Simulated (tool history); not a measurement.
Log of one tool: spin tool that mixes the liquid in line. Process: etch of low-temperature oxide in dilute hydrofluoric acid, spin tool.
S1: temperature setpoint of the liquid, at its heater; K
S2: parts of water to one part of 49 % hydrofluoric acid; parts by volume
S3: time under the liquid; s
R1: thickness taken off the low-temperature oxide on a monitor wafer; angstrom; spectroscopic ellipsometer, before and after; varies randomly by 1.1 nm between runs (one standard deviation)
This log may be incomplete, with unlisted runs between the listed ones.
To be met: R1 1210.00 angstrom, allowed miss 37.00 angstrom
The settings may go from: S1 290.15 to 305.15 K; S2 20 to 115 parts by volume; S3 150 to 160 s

Run 1, day 0.000: S1 297.15 K, S2 65 parts by volume, S3 150 s. Result: R1 632.30 angstrom.
Run 2, day 0.279: S1 298.15 K, S2 65 parts by volume, S3 150 s. Result: R1 659.40 angstrom.
Run 3, day 0.562: S1 299.15 K, S2 65 parts by volume, S3 150 s. Result: R1 685.03 angstrom.
Run 4, day 0.675: S1 299.65 K, S2 65 parts by volume, S3 150 s. Result: R1 699.22 angstrom.
At day 1.000: thermometer replaced.
Run 5, day 1.000: S1 299.65 K, S2 50 parts by volume, S3 150 s. Result: R1 842.97 angstrom.
Run 6, day 1.246: S1 300.15 K, S2 50 parts by volume, S3 150 s. Result: R1 869.27 angstrom.
Run 7, day 1.488: S1 300.65 K, S2 50 parts by volume, S3 150 s. Result: R1 874.48 angstrom.
Run 8, day 1.521: S1 304.65 K, S2 35 parts by volume, S3 150 s. Result: R1 1523.90 angstrom.
Run 9, day 1.721: S1 304.15 K, S2 35 parts by volume, S3 150 s. Result: R1 1515.50 angstrom.
Run 10, day 1.804: S1 303.65 K, S2 35 parts by volume, S3 150 s. Result: R1 1457.80 angstrom.

Consider the 5 candidate settings below. Which is the only one whose results all fall within their allowed miss of target?
Run A, day 1.888: S1 302.65 K, S2 40 parts by volume, S3 150 s. Result: R1 ?.
Run B, day 1.888: S1 305.15 K, S2 30 parts by volume, S3 160 s. Result: R1 ?.
Run C, day 1.888: S1 300.65 K, S2 40 parts by volume, S3 150 s. Result: R1 ?.
Run D, day 1.888: S1 302.65 K, S2 30 parts by volume, S3 160 s. Result: R1 ?.
Run E, day 1.888: S1 304.65 K, S2 45 parts by volume, S3 150 s. Result: R1 ?.

move       R1
   A  1210.20
   B  1930.90
   C  1116.90
   D  1748.00
   E  1154.70
A: all results in spec
B: further off than the last run
C: carries the result that was furthest off beyond its target, to the other side
D: further off than the last run
E: carries the result that was furthest off beyond its target, to the other side
The right move is A.
